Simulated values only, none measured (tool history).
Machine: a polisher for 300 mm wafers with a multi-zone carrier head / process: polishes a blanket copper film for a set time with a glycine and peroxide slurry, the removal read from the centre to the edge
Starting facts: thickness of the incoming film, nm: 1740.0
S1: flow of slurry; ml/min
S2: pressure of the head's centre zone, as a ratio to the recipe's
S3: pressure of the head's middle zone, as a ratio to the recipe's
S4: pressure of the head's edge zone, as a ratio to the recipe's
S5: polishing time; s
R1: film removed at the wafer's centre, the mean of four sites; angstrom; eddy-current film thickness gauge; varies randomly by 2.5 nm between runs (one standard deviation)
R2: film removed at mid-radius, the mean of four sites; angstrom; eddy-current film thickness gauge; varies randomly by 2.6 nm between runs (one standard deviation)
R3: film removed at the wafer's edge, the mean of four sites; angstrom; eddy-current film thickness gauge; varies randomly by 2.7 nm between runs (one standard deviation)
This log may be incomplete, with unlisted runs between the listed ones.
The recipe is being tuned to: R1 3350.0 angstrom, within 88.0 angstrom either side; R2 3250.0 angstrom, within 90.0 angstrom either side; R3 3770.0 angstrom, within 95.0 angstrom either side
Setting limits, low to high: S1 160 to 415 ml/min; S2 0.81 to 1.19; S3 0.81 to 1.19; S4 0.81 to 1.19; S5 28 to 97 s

run 1 hour=0.0 | S1=265 S2=1.00 S3=1.00 S4=1.00 S5=62 | R1=4440.7 R2=4332.9 R3=4561.4
run 2 hour=5.5 | S1=235 S2=1.00 S3=1.00 S4=1.00 S5=62 | R1=4446.3 R2=4312.4 R3=4535.5
run 3 hour=6.6 | S1=235 S2=0.97 S3=1.00 S4=1.00 S5=62 | R1=4210.5 R2=4240.2 R3=4401.0
run 4 hour=14.6 | S1=265 S2=0.97 S3=1.00 S4=1.00 S5=62 | R1=4391.2 R2=4414.2 R3=4521.6
run 5 hour=17.2 | S1=265 S2=1.04 S3=1.00 S4=1.00 S5=62 | R1=4618.2 R2=4300.6 R3=4536.8
run 6 hour=20.1 | S1=265 S2=1.04 S3=1.00 S4=1.08 S5=62 | R1=4657.5 R2=4348.5 R3=4714.8
run 7 hour=26.4 | S1=260 S2=1.02 S3=0.98 S4=1.07 S5=61 | R1=4440.2 R2=4265.4 R3=4572.8
run 8 hour=33.6 | S1=250 S2=1.01 S3=0.96 S4=1.07 S5=60 | R1=4285.4 R2=4045.8 R3=4485.7
run 9 hour=39.6 | S1=245 S2=1.00 S3=0.95 S4=1.05 S5=60 | R1=4267.6 R2=4032.6 R3=4433.8
run 10 hour=43.8 | S1=240 S2=0.99 S3=0.94 S4=1.04 S5=59 | R1=4189.6 R2=3850.6 R3=4403.0
run 11 hour=49.9 | S1=240 S2=0.89 S3=0.94 S4=0.94 S5=50 | R1=3229.7 R2=3308.4 R3=3524.5
run 12 hour=55.7 | S1=240 S2=0.89 S3=0.93 S4=0.95 S5=50 | R1=3212.6 R2=3320.0 R3=3559.7

4 candidate next runs follow, results not yet known. Just one meets every target within its allowed miss. Identify it.
run A hour=61.5 | S1=195 S2=0.90 S3=0.94 S4=0.90 S5=54 | R1=? R2=? R3=?
run B hour=61.5 | S1=165 S2=0.87 S3=0.98 S4=0.92 S5=53 | R1=? R2=? R3=?
run C hour=61.5 | S1=290 S2=0.91 S3=0.97 S4=1.00 S5=45 | R1=? R2=? R3=?
run D hour=61.5 | S1=220 S2=0.89 S3=0.85 S4=0.99 S5=53 | R1=? R2=? R3=?

move=A R1=3388.6 R2=3483.7 R3=3601.9
move=B R1=3115.9 R2=3405.4 R3=3485.3
move=C R1=3031.6 R2=3134.4 R3=3287.0
move=D R1=3365.6 R2=3259.8 R3=3755.1
A: the biggest miss grows against the last run
B: the biggest miss grows against the last run
C: the biggest miss grows against the last run
D: every result lands within tolerance
D is the move that brings every result within its allowed miss.

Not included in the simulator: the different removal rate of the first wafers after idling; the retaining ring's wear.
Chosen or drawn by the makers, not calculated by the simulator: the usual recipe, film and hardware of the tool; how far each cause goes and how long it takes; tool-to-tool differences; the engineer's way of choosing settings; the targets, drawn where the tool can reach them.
